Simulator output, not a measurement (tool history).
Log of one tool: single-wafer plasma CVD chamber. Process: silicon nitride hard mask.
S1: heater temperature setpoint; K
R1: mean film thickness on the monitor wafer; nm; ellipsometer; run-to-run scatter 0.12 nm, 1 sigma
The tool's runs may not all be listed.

Run 1, hour 0.0: S1 688.15 K, chamber pressure (mTorr) 1970, RF power (kW) 0.345, deposition time (s) 19.3. Result: R1 26.908 nm.
Run 2, hour 0.8: S1 688.15 K, chamber pressure (mTorr) 1970, RF power (kW) 0.345, deposition time (s) 19.3. Result: R1 26.954 nm.
Run 3, hour 8.2: S1 678.15 K, chamber pressure (mTorr) 1970, RF power (kW) 0.345, deposition time (s) 19.3. Result: R1 27.055 nm.
Run 4, hour 13.2: S1 678.15 K, chamber pressure (mTorr) 1820, RF power (kW) 0.345, deposition time (s) 19.3. Result: R1 26.584 nm.
Run 5, hour 20.5: S1 678.15 K, chamber pressure (mTorr) 1680, RF power (kW) 0.330, deposition time (s) 19.3. Result: R1 25.387 nm.
Run 6, hour 28.0: S1 678.15 K, chamber pressure (mTorr) 1570, RF power (kW) 0.320, deposition time (s) 19.3. Result: R1 24.576 nm.
Run 7, hour 33.2: S1 678.15 K, chamber pressure (mTorr) 1480, RF power (kW) 0.315, deposition time (s) 19.3. Result: R1 24.206 nm.

Run 8 comes next. What will it give?
Run 8, hour 37.6: S1 678.15 K, chamber pressure (mTorr) 1420, RF power (kW) 0.310, deposition time (s) 19.3. Result: R1 ?.

R1: 23.535 nm
